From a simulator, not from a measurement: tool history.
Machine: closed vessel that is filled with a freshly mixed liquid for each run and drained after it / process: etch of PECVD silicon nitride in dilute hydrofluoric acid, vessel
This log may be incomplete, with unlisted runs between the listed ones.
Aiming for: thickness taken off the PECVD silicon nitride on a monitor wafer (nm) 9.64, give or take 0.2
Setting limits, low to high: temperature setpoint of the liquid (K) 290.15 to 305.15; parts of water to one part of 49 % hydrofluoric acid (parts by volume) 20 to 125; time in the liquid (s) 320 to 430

run	day	temperature setpoint of the liquid (K)	parts of water to one part of 49 % hydrofluoric acid (parts by volume)	time in the liquid (s)	thickness taken off the PECVD silicon nitride on a monitor wafer (nm)
1	0	297.15	70	430	12.205
2	0.179	300.65	70	430	15.542
3	0.358	298.15	70	430	13.115
4	0.492	296.65	70	430	11.896
5	0.862	295.65	70	430	11.11
6	1.204	295.15	70	430	10.8
7	1.446	294.65	70	430	10.449
8	1.796	294.15	70	430	10.08

Which single option among these 5 for the next run brings every result within its allowed miss of target? Just one does.
A	2.146	295.65	70	400	?
B	2.146	294.15	70	410	?
C	2.146	293.65	65	415	?
D	2.146	292.65	50	350	?
E	2.146	295.65	70	405	?

move	thickness taken off the PECVD silicon nitride on a monitor wafer (nm)
A	10.359
B	9.5883
C	10.082
D	10.244
E	10.488
A: further off than the last run
B: all results land within tolerance of their targets
C: as far off as the last run
D: further off than the last run
E: further off than the last run
The right move is B.

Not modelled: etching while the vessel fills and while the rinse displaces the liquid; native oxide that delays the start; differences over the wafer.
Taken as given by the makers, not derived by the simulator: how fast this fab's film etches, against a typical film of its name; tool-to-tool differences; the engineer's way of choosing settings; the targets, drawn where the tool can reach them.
